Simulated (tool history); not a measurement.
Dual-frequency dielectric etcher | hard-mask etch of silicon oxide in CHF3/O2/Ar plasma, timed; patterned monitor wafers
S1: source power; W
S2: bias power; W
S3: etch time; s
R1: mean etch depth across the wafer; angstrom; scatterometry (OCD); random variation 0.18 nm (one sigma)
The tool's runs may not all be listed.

| run | hour | S1 | S2 | S3 | R1 |
|---|---|---|---|---|---|
| 1 | 0.0 | 600 | 133 | 25.5 | 452.96 |
| 2 | 3.6 | 600 | 150 | 25.5 | 479.11 |
| 3 | 7.0 | 600 | 150 | 25.5 | 478.15 |
| 4 | 10.7 | 610 | 150 | 25.5 | 480.62 |
| 5 | 17.8 | 560 | 150 | 25.5 | 470.72 |
| 6 | 23.7 | 560 | 150 | 25.5 | 464.15 |
| 7 | 24.8 | 560 | 150 | 25.5 | 463.12 |
| 8 | 25.7 | 570 | 150 | 25.5 | 467.64 |
| 9 | 34.0 | 580 | 150 | 25.5 | 475.16 |
| 10 | 39.7 | 590 | 150 | 25.5 | 473.81 |
| 11 | 41.6 | 590 | 150 | 25.5 | 473.80 |

The next listed run, before its measurement:
| 12 | 45.6 | 600 | 150 | 25.5 | ? |

R1: 481.58 angstrom

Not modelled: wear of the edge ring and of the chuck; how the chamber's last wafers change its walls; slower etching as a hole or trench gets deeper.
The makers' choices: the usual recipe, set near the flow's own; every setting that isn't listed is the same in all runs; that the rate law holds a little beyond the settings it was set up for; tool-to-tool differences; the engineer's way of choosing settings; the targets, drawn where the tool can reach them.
